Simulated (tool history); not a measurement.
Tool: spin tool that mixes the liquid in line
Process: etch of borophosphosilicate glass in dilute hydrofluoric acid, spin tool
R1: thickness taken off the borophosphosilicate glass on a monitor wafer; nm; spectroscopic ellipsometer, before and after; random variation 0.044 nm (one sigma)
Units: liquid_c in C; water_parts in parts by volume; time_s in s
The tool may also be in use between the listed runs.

Run 1, hour 0.0: liquid_c 21.0 C, water_parts 200 parts by volume, time_s 45 s. Result: R1 11.4040 nm.
Run 2, hour 5.3: liquid_c 21.0 C, water_parts 200 parts by volume, time_s 45 s. Result: R1 11.3490 nm.
Run 3, hour 10.2: liquid_c 19.5 C, water_parts 200 parts by volume, time_s 45 s. Result: R1 10.7550 nm.
Run 4, hour 13.1: liquid_c 19.0 C, water_parts 200 parts by volume, time_s 45 s. Result: R1 10.5660 nm.
Run 5, hour 14.4: liquid_c 19.0 C, water_parts 200 parts by volume, time_s 50 s. Result: R1 11.6710 nm.
Run 6, hour 15.7: liquid_c 19.0 C, water_parts 265 parts by volume, time_s 50 s. Result: R1 8.3359 nm.

The next listed run, before its measurement:
Run 7, hour 16.8: liquid_c 20.0 C, water_parts 265 parts by volume, time_s 50 s. Result: R1 ?.

Run 7 gave R1 8.6757 nm.
